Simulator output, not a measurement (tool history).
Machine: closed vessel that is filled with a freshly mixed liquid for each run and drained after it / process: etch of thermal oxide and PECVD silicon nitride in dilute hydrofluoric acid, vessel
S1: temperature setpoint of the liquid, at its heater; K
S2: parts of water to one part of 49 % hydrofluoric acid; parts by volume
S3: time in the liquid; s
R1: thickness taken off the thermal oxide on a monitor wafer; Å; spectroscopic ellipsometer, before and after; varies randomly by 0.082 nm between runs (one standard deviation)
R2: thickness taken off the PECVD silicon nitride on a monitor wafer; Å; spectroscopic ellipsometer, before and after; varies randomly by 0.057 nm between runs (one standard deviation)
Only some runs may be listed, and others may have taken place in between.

| run | day | S1 | S2 | S3 | R1 | R2 |
|---|---|---|---|---|---|---|
| 1 | 0 | 296.15 | 165 | 210 | 54.204 | 36.678 |
| 2 | 0.317 | 294.65 | 165 | 210 | 51.4 | 33.257 |
| 3 | 0.642 | 297.15 | 140 | 210 | 67.659 | 46.309 |
| 4 | 1.025 | 297.15 | 200 | 210 | 44.98 | 32.455 |
| 5 | 1.346 | 294.15 | 200 | 210 | 39.814 | 26.959 |
|  | 1.588 | hydrofluoric acid flow meter replaced |
| 6 | 1.588 | 291.65 | 200 | 210 | 34.412 | 21.467 |

What does the tool deliver on the next run?
| 7 | 1.921 | 295.15 | 165 | 210 | ? | ? |

Run 7 produced R1 49.401 Å, R2 32.639 Å.
